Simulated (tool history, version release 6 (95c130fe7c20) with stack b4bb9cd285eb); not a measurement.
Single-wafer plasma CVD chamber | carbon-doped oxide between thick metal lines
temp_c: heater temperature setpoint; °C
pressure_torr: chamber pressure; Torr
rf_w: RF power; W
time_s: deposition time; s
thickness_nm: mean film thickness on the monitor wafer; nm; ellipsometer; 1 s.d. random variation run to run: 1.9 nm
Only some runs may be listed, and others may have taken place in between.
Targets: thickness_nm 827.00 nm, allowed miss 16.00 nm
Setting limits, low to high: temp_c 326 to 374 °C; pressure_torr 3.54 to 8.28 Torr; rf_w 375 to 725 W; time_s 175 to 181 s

run,hour,temp_c,pressure_torr,rf_w,time_s,thickness_nm
1,0.0,350,5.91,550,175,920.45
2,8.0,351,5.74,540,175,905.15
3,9.7,356,5.74,540,175,894.00
4,12.9,350,5.74,540,175,905.97
5,17.5,350,5.74,540,181,938.24
6,24.3,351,5.55,530,181,918.92
7,30.2,351,5.55,530,181,917.86
8,38.2,352,5.32,525,181,897.74
9,45.3,353,5.16,525,181,892.14
# hour 49.4: RF generator calibrated
10,49.4,354,5.01,525,181,910.84
11,53.9,354,5.01,525,181,910.86

Exercise: of the 4 proposed moves below, exactly one satisfies all targets within the stated allowed misses. Which move is it?
A,58.4,357,5.35,475,175,?
B,58.4,351,4.88,425,175,?
C,58.4,360,5.31,550,181,?
D,58.4,359,4.97,500,180,?

move,thickness_nm
A,830.63
B,758.86
C,936.04
D,863.53
A: meets every target
B: the result that was furthest off in the last run now lies on the other side of its target
C: the biggest miss grows against the last run
D: moves toward the targets from the last run without getting all of them in spec
A is the move that brings every result within its allowed miss.
